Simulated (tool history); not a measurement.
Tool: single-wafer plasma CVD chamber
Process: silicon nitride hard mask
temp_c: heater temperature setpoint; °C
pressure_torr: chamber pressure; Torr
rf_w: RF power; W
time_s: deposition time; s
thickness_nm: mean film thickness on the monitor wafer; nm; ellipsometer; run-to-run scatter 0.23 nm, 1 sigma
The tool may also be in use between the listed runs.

run	hour	temp_c	pressure_torr	rf_w	time_s	thickness_nm
1	0.0	420	1.50	405	56.1	64.246
2	3.2	420	1.43	395	56.1	62.494
3	7.5	420	1.43	395	56.1	62.958
4	8.7	420	1.37	385	56.1	60.397
5	15.9	420	1.62	385	56.1	64.891
6	23.5	420	1.53	380	56.1	62.447

What will run 7 give?
7	29.4	420	1.45	375	56.1	?

Logged for run 7: thickness_nm 61.614 nm.
